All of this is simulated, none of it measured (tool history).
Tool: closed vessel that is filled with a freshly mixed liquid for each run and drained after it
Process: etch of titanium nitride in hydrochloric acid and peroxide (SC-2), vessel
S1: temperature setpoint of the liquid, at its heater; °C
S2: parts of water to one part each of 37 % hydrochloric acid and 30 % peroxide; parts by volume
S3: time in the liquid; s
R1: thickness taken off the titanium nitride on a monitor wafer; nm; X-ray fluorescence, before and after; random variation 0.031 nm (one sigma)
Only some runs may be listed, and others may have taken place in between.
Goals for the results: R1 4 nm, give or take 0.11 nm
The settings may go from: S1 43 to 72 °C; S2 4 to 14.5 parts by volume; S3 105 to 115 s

Run 1, hour 0: S1 59 °C, S2 8 parts by volume, S3 105 s. Result: R1 6.6459 nm.
Run 2, hour 4: S1 66 °C, S2 8 parts by volume, S3 105 s. Result: R1 10.084 nm.
Run 3, hour 7.7: S1 63.5 °C, S2 8 parts by volume, S3 105 s. Result: R1 8.7923 nm.
Run 4, hour 12.7: S1 61.5 °C, S2 8 parts by volume, S3 105 s. Result: R1 7.7773 nm.
Run 5, hour 15.6: S1 61.5 °C, S2 8 parts by volume, S3 115 s. Result: R1 8.3849 nm.
At hour 19.9: chemicals flow meter replaced.
Run 6, hour 19.9: S1 64 °C, S2 8 parts by volume, S3 115 s. Result: R1 10.397 nm.
Run 7, hour 27.8: S1 61.5 °C, S2 8 parts by volume, S3 115 s. Result: R1 8.9479 nm.
Run 8, hour 31.8: S1 59 °C, S2 8 parts by volume, S3 115 s. Result: R1 7.5735 nm.
Run 9, hour 38.3: S1 57 °C, S2 8 parts by volume, S3 115 s. Result: R1 6.6905 nm.

Exactly one of the 5 candidate moves below puts every result within its allowed miss. Which one?
Run A, hour 44.8: S1 57 °C, S2 5.5 parts by volume, S3 115 s. Result: R1 ?.
Run B, hour 44.8: S1 49.5 °C, S2 11 parts by volume, S3 105 s. Result: R1 ?.
Run C, hour 44.8: S1 64.5 °C, S2 8.5 parts by volume, S3 115 s. Result: R1 ?.
Run D, hour 44.8: S1 54 °C, S2 12.5 parts by volume, S3 105 s. Result: R1 ?.
Run E, hour 44.8: S1 54.5 °C, S2 11 parts by volume, S3 105 s. Result: R1 ?.

move      R1
   A  8.9107
   B  2.8749
   C  10.168
   D  3.4682
   E  3.9961
A: its largest miss is bigger than the last run's
B: pushes the last run's worst result past its target
C: its largest miss is bigger than the last run's
D: pushes the last run's worst result past its target
E: every result lands within tolerance
Correct choice: E, which meets every target
